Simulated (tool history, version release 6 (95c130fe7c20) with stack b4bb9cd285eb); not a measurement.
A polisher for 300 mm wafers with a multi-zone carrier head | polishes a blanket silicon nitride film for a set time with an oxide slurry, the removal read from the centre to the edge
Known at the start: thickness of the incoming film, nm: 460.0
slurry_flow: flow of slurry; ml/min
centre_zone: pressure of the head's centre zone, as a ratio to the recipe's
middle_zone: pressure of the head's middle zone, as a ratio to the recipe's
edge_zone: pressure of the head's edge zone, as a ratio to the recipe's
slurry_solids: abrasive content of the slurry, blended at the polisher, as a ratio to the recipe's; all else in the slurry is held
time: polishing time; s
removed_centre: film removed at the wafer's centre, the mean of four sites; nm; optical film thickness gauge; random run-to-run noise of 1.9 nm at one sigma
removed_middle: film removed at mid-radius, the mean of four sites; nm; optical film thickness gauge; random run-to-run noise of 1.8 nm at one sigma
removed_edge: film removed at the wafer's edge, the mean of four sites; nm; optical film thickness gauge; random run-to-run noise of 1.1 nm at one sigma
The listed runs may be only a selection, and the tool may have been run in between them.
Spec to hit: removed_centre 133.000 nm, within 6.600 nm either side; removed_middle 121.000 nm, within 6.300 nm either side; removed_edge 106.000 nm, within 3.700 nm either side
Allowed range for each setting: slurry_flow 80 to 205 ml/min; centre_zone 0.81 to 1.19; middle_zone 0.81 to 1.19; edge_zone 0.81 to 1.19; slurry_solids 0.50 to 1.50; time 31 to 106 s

Run 1, hour 0.0: slurry_flow 135 ml/min, centre_zone 1.00, middle_zone 1.00, edge_zone 1.00, slurry_solids 1.00, time 68 s. Result: removed_centre 73.589 nm, removed_middle 73.149 nm, removed_edge 72.645 nm.
Run 2, hour 5.9: slurry_flow 150 ml/min, centre_zone 1.06, middle_zone 1.04, edge_zone 1.01, slurry_solids 1.15, time 70 s. Result: removed_centre 89.986 nm, removed_middle 81.988 nm, removed_edge 82.902 nm.
Run 3, hour 7.4: slurry_flow 150 ml/min, centre_zone 1.06, middle_zone 1.04, edge_zone 0.95, slurry_solids 1.15, time 70 s. Result: removed_centre 88.379 nm, removed_middle 85.060 nm, removed_edge 80.432 nm.
Run 4, hour 11.7: slurry_flow 160 ml/min, centre_zone 1.09, middle_zone 1.07, edge_zone 0.94, slurry_solids 1.25, time 72 s. Result: removed_centre 98.235 nm, removed_middle 92.167 nm, removed_edge 84.700 nm.
Run 5, hour 14.4: slurry_flow 165 ml/min, centre_zone 1.11, middle_zone 1.10, edge_zone 0.94, slurry_solids 1.35, time 75 s. Result: removed_centre 109.510 nm, removed_middle 102.350 nm, removed_edge 92.403 nm.
Run 6, hour 15.7: slurry_flow 170 ml/min, centre_zone 1.13, middle_zone 1.12, edge_zone 0.95, slurry_solids 1.40, time 76 s. Result: removed_centre 114.000 nm, removed_middle 107.440 nm, removed_edge 96.697 nm.
Run 7, hour 24.4: slurry_flow 175 ml/min, centre_zone 1.15, middle_zone 1.13, edge_zone 0.95, slurry_solids 1.45, time 77 s. Result: removed_centre 119.110 nm, removed_middle 111.130 nm, removed_edge 97.636 nm.
Run 8, hour 30.8: slurry_flow 175 ml/min, centre_zone 1.15, middle_zone 1.13, edge_zone 0.95, slurry_solids 1.45, time 77 s. Result: removed_centre 121.560 nm, removed_middle 110.230 nm, removed_edge 98.763 nm.

Next run, 4 choices. One meets every target within its allowed miss, the rest don't. Which?
Run A, hour 37.2: slurry_flow 170 ml/min, centre_zone 1.18, middle_zone 1.02, edge_zone 0.97, slurry_solids 1.45, time 82 s. Result: removed_centre ?, removed_middle ?, removed_edge ?.
Run B, hour 37.2: slurry_flow 160 ml/min, centre_zone 1.19, middle_zone 0.84, edge_zone 0.92, slurry_solids 1.50, time 92 s. Result: removed_centre ?, removed_middle ?, removed_edge ?.
Run C, hour 37.2: slurry_flow 105 ml/min, centre_zone 1.17, middle_zone 1.10, edge_zone 0.82, slurry_solids 1.40, time 96 s. Result: removed_centre ?, removed_middle ?, removed_edge ?.
Run D, hour 37.2: slurry_flow 155 ml/min, centre_zone 1.07, middle_zone 1.00, edge_zone 0.92, slurry_solids 1.50, time 92 s. Result: removed_centre ?, removed_middle ?, removed_edge ?.

move  removed_centre  removed_middle  removed_edge
   A         133.880         108.940       106.090
   B         151.330         107.010       116.900
   C         134.740         118.550       104.740
   D         135.160         120.020       116.170
A: the worst result of the last run now meets its target, but another is out of spec
B: the result that was furthest off in the last run now lies on the other side of its target
C: hits every target within its allowed miss
D: the result that was furthest off in the last run now lies on the other side of its target
Answer: C
